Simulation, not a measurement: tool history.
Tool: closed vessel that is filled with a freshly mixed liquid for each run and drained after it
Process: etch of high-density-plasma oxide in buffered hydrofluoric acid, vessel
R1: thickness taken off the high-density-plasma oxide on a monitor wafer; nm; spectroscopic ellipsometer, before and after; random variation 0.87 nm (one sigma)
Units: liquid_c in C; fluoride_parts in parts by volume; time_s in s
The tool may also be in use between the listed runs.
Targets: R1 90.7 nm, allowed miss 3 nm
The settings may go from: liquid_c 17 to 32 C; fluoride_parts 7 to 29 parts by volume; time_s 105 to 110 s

{"run": 1, "hour": 0.0, "liquid_c": 25, "fluoride_parts": 18, "time_s": 105, "R1": 65.731}
{"run": 2, "hour": 3.0, "liquid_c": 25, "fluoride_parts": 23, "time_s": 105, "R1": 53.251}
{"run": 3, "hour": 7.6, "liquid_c": 25, "fluoride_parts": 20, "time_s": 105, "R1": 59.88}
{"run": 4, "hour": 8.8, "liquid_c": 28, "fluoride_parts": 20, "time_s": 105, "R1": 68.586}
{"run": 5, "hour": 10.7, "liquid_c": 28, "fluoride_parts": 18, "time_s": 105, "R1": 77.286}
{"run": 6, "hour": 16.2, "liquid_c": 28, "fluoride_parts": 18, "time_s": 110, "R1": 81.367}
{"run": 7, "hour": 22.7, "liquid_c": 28.5, "fluoride_parts": 18, "time_s": 110, "R1": 83.899}
{"run": 8, "hour": 29.6, "liquid_c": 29, "fluoride_parts": 18, "time_s": 110, "R1": 84.521}

Which of these 5 next moves meets every target?
{"run": "A", "hour": 36.5, "liquid_c": 29.5, "fluoride_parts": 15.5, "time_s": 110, "R1": "?"}
{"run": "B", "hour": 36.5, "liquid_c": 29.5, "fluoride_parts": 19, "time_s": 105, "R1": "?"}
{"run": "C", "hour": 36.5, "liquid_c": 32, "fluoride_parts": 18, "time_s": 110, "R1": "?"}
{"run": "D", "hour": 36.5, "liquid_c": 28.5, "fluoride_parts": 16.5, "time_s": 110, "R1": "?"}
{"run": "E", "hour": 36.5, "liquid_c": 26.5, "fluoride_parts": 15, "time_s": 105, "R1": "?"}

move=A R1=102.08
move=B R1=79.78
move=C R1=100.49
move=D R1=91.052
move=E R1=85.767
A: takes the result that was furthest off past its target
B: further off than the last run
C: takes the result that was furthest off past its target
D: meets every target
E: nearer than the last run, and not there yet
Answer: D
